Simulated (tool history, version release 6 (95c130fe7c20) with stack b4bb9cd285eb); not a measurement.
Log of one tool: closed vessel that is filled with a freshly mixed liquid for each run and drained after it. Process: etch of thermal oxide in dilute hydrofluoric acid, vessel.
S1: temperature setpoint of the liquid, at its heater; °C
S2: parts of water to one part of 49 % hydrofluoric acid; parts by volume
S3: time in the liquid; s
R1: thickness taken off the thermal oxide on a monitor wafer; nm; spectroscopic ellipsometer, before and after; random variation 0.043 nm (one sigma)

| run | day | S1 | S2 | S3 | R1 |
|---|---|---|---|---|---|
| 1 | 0.000 | 25.0 | 200 | 840 | 17.5770 |
| 2 | 0.083 | 25.0 | 230 | 840 | 14.9840 |
| 3 | 0.338 | 24.0 | 235 | 840 | 14.0100 |
| 4 | 0.562 | 23.0 | 240 | 840 | 13.1360 |
| 5 | 0.812 | 22.0 | 245 | 840 | 12.4090 |
| 6 | 1.196 | 20.5 | 245 | 840 | 11.6760 |
| 7 | 1.417 | 20.0 | 250 | 840 | 11.3290 |
| 8 | 1.638 | 19.5 | 255 | 840 | 10.8120 |
| 9 | 1.700 | 19.0 | 255 | 840 | 10.5630 |
| 10 | 2.033 | 18.5 | 255 | 840 | 10.4540 |

The next listed run, before its measurement:
| 11 | 2.167 | 17.5 | 260 | 840 | ? |

R1: 9.7048 nm

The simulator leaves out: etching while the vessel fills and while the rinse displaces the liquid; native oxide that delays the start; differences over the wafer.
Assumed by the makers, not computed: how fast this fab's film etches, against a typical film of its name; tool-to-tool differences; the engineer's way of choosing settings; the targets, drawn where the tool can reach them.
